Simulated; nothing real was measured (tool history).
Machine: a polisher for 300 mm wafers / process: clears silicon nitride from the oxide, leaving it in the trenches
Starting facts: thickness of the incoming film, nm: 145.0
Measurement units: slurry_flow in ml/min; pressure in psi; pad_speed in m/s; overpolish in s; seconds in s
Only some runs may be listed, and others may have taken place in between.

run 1 hour=0 | slurry_flow=130 pressure=3.2 pad_speed=0.84 overpolish=7 | seconds=196.29
run 2 hour=5.2 | slurry_flow=100 pressure=3.2 pad_speed=0.84 overpolish=7 | seconds=207.5
run 3 hour=6.5 | slurry_flow=110 pressure=3.3 pad_speed=0.84 overpolish=7 | seconds=200.01
run 4 hour=15.3 | slurry_flow=110 pressure=3.3 pad_speed=0.84 overpolish=6 | seconds=200.19
run 5 hour=18.7 | slurry_flow=110 pressure=3.8 pad_speed=0.84 overpolish=6 | seconds=173.52
run 6 hour=20.7 | slurry_flow=110 pressure=3.8 pad_speed=1.04 overpolish=6 | seconds=140.88
run 7 hour=28.3 | slurry_flow=105 pressure=3.7 pad_speed=1.04 overpolish=6 | seconds=148.47
run 8 hour=31 | slurry_flow=100 pressure=3.7 pad_speed=1.04 overpolish=6 | seconds=146.2

Estimate the outcome of run 9 from the log above:
run 9 hour=38.3 | slurry_flow=100 pressure=3.6 pad_speed=1.04 overpolish=6 | seconds=?

seconds: 152.02 s
